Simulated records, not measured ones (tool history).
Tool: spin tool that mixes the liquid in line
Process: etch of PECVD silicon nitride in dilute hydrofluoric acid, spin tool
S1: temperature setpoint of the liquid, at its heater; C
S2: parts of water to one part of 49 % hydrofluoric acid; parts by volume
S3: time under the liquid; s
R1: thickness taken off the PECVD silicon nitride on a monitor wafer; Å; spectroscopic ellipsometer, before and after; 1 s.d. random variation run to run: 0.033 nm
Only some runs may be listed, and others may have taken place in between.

run 1 hour=0 | S1=25 S2=255 S3=90 | R1=8.6519
run 2 hour=7.3 | S1=22.5 S2=255 S3=90 | R1=7.6678
run 3 hour=13.1 | S1=22.5 S2=315 S3=90 | R1=6.2289
run 4 hour=13.8 | S1=21.5 S2=315 S3=90 | R1=5.7652
run 5 hour=21 | S1=21.5 S2=315 S3=65 | R1=4.2037
run 6 hour=27.6 | S1=21.5 S2=315 S3=90 | R1=5.8582

Run 7 comes next. What will it give?
run 7 hour=29.7 | S1=23 S2=290 S3=90 | R1=?

R1: 6.7424 Å

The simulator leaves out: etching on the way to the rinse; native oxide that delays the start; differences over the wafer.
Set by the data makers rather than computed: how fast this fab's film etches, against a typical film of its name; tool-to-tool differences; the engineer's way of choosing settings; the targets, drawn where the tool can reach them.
